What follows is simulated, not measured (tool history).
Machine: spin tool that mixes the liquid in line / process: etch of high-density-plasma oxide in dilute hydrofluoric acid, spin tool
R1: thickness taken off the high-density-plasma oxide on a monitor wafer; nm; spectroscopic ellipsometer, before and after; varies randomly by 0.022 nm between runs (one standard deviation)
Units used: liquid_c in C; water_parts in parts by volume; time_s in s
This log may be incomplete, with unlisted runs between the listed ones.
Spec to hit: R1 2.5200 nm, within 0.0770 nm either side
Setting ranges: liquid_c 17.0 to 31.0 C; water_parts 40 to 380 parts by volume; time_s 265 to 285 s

run 1 hour=0.0 | liquid_c=23.0 water_parts=210 time_s=265 | R1=5.9481
run 2 hour=4.8 | liquid_c=21.5 water_parts=240 time_s=265 | R1=4.6963
run 3 hour=7.9 | liquid_c=21.5 water_parts=175 time_s=265 | R1=6.9520
run 4 hour=12.5 | liquid_c=20.5 water_parts=215 time_s=265 | R1=5.1222
run 5 hour=18.9 | liquid_c=20.5 water_parts=170 time_s=265 | R1=6.8000
run 6 hour=21.5 | liquid_c=22.0 water_parts=170 time_s=265 | R1=7.1755
run 7 hour=26.2 | liquid_c=20.5 water_parts=210 time_s=265 | R1=5.3121
run 8 hour=31.7 | liquid_c=19.5 water_parts=235 time_s=265 | R1=4.4830
run 9 hour=33.8 | liquid_c=19.0 water_parts=260 time_s=265 | R1=3.9428
run 10 hour=41.5 | liquid_c=18.5 water_parts=280 time_s=265 | R1=3.4591
run 11 hour=43.7 | liquid_c=18.0 water_parts=295 time_s=265 | R1=3.2633
run 12 hour=44.5 | liquid_c=18.0 water_parts=305 time_s=265 | R1=3.0808
run 13 hour=53.5 | liquid_c=18.0 water_parts=315 time_s=265 | R1=2.9401
run 14 hour=58.0 | liquid_c=18.0 water_parts=320 time_s=265 | R1=2.8963
run 15 hour=61.7 | liquid_c=17.5 water_parts=325 time_s=265 | R1=2.8076
run 16 hour=67.4 | liquid_c=17.5 water_parts=330 time_s=265 | R1=2.7221
run 17 hour=70.4 | liquid_c=17.5 water_parts=335 time_s=265 | R1=2.7116
run 18 hour=77.1 | liquid_c=17.5 water_parts=340 time_s=265 | R1=2.6558
-- hour=83.3 hydrofluoric acid flow meter replaced
run 19 hour=83.3 | liquid_c=17.0 water_parts=345 time_s=265 | R1=2.3799
run 20 hour=92.0 | liquid_c=17.5 water_parts=345 time_s=265 | R1=2.4384

Exercise: of the 5 proposed moves below, exactly one satisfies all targets within the stated allowed misses. Which move is it?
run A hour=100.7 | liquid_c=17.0 water_parts=370 time_s=280 | R1=?
run B hour=100.7 | liquid_c=17.5 water_parts=350 time_s=280 | R1=?
run C hour=100.7 | liquid_c=17.0 water_parts=330 time_s=280 | R1=?
run D hour=100.7 | liquid_c=19.0 water_parts=340 time_s=275 | R1=?
run E hour=100.7 | liquid_c=17.0 water_parts=330 time_s=285 | R1=?

move=A R1=2.3111
move=B R1=2.5287
move=C R1=2.6759
move=D R1=2.7228
move=E R1=2.7237
A: moves away from the targets compared with the last run
B: each result inside its tolerance
C: takes the biggest miss from the last run beyond its target
D: takes the biggest miss from the last run beyond its target
E: takes the biggest miss from the last run beyond its target
B is the move that brings every result within its allowed miss.

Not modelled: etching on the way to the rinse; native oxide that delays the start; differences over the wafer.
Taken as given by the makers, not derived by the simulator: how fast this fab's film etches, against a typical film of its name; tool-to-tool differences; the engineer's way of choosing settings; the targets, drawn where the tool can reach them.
